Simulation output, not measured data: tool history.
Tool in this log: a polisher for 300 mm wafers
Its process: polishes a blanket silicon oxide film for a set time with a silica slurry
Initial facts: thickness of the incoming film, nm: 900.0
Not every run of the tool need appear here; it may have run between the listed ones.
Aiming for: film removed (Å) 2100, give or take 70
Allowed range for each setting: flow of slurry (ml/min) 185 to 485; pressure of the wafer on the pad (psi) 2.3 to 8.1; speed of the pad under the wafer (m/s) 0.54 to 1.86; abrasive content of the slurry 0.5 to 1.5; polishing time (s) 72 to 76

run,hour,flow of slurry (ml/min),pressure of the wafer on the pad (psi),speed of the pad under the wafer (m/s),abrasive content of the slurry,polishing time (s),film removed (Å)
1,0,310,5.2,1.18,1,72,2528.3
2,6.2,310,5,1.18,1,72,2492.7
3,12.5,310,5,1.18,1.2,72,2675.7
4,20,310,5,1.18,1.2,76,2922.7
5,26.8,310,5,0.94,1.2,76,2459.3
6,32.3,310,5,1.1,1.2,76,2776.6
7,34.1,310,4.7,1.1,1.2,76,2606.4
8,38.1,310,3.5,1.08,1.2,76,1935.2

Pick the move, out of 4, that brings all results within their allowed miss; only one does.
A,42.1,285,2.5,1.46,1.3,76,?
B,42.1,320,3.6,1.26,1.3,76,?
C,42.1,375,3.9,1.04,1.05,74,?
D,42.1,235,3.4,1.4,1.15,76,?

move,film removed (Å)
A,1754.8
B,2266.9
C,1887
D,2092.8
A: its largest miss is bigger than the last run's
B: pushes the last run's worst result past its target
C: its largest miss is bigger than the last run's
D: meets every target
D is the move that brings every result within its allowed miss.
